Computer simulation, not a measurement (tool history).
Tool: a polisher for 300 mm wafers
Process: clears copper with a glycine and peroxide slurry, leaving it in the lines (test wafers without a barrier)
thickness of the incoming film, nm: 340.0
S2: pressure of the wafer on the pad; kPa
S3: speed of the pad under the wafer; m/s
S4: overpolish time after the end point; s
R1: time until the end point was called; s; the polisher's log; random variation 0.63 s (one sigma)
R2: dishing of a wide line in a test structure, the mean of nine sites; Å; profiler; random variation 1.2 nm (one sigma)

{"run": 1, "hour": 0.0, "flow of slurry (ml/min)": 175, "S2": 13.8, "S3": 0.8, "S4": 27, "R1": 76.002, "R2": 602.02}
{"run": 2, "hour": 1.9, "flow of slurry (ml/min)": 180, "S2": 15.9, "S3": 0.82, "S4": 24, "R1": 67.077, "R2": 581.13}
{"run": 3, "hour": 6.9, "flow of slurry (ml/min)": 180, "S2": 17.2, "S3": 0.82, "S4": 23, "R1": 64.242, "R2": 610.19}
{"run": 4, "hour": 12.5, "flow of slurry (ml/min)": 185, "S2": 18.6, "S3": 0.84, "S4": 21, "R1": 58.372, "R2": 571.82}
{"run": 5, "hour": 17.8, "flow of slurry (ml/min)": 185, "S2": 18.6, "S3": 0.84, "S4": 13, "R1": 58.306, "R2": 449.8}
{"run": 6, "hour": 20.9, "flow of slurry (ml/min)": 165, "S2": 18.6, "S3": 0.84, "S4": 13, "R1": 59.888, "R2": 434.51}
{"run": 7, "hour": 26.7, "flow of slurry (ml/min)": 175, "S2": 19.3, "S3": 0.84, "S4": 15, "R1": 57.471, "R2": 471.0}

Forecast run 8:
{"run": 8, "hour": 32.2, "flow of slurry (ml/min)": 185, "S2": 20.0, "S3": 0.84, "S4": 17, "R1": "?", "R2": "?"}

{"run 8": {"R1": 54.531, "R2": 518.76}}

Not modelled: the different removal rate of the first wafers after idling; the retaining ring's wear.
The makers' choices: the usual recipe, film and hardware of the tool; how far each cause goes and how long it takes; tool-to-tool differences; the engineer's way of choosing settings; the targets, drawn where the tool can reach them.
